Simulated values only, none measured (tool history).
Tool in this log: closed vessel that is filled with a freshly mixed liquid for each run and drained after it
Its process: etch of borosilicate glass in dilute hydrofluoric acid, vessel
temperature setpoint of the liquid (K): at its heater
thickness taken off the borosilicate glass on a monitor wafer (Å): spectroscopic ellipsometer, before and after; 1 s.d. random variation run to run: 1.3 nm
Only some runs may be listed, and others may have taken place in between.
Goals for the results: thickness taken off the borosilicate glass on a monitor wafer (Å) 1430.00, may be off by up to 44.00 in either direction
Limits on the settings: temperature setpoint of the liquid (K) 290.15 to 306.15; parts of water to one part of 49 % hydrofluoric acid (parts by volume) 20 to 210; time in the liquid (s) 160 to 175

| run | hour | temperature setpoint of the liquid (K) | parts of water to one part of 49 % hydrofluoric acid (parts by volume) | time in the liquid (s) | thickness taken off the borosilicate glass on a monitor wafer (Å) |
|---|---|---|---|---|---|
| 1 | 0.0 | 298.15 | 115 | 160 | 436.41 |
| 2 | 6.1 | 298.15 | 115 | 175 | 471.19 |
| 3 | 12.5 | 298.15 | 95 | 175 | 582.40 |
| 4 | 17.2 | 297.15 | 95 | 175 | 561.27 |
| 5 | 25.9 | 298.15 | 85 | 175 | 658.45 |
| 6 | 31.7 | 298.15 | 85 | 160 | 604.34 |
| 7 | 33.3 | 299.15 | 80 | 160 | 668.44 |
| 8 | 37.3 | 300.15 | 75 | 160 | 757.37 |
| 9 | 44.3 | 301.15 | 70 | 160 | 845.09 |
| 10 | 53.1 | 301.65 | 65 | 160 | 924.53 |
| 11 | 62.2 | 305.65 | 35 | 160 | 2100.20 |
| 12 | 65.9 | 305.65 | 35 | 160 | 2118.80 |
| 13 | 68.5 | 305.15 | 35 | 160 | 2122.40 |
| 14 | 71.8 | 304.65 | 35 | 160 | 1999.30 |

Consider the 4 candidate settings below. Which is the only one whose results all fall within their allowed miss of target?
| A | 75.1 | 306.15 | 50 | 165 | ? |
| B | 75.1 | 305.65 | 50 | 160 | ? |
| C | 75.1 | 304.15 | 45 | 160 | ? |
| D | 75.1 | 305.15 | 50 | 170 | ? |

| move | thickness taken off the borosilicate glass on a monitor wafer (Å) |
|---|---|
| A | 1541.60 |
| B | 1466.40 |
| C | 1549.70 |
| D | 1528.30 |
A: moves toward the targets from the last run without getting all of them in spec
B: all results land within tolerance of their targets
C: moves toward the targets from the last run without getting all of them in spec
D: moves toward the targets from the last run without getting all of them in spec
Answer: B
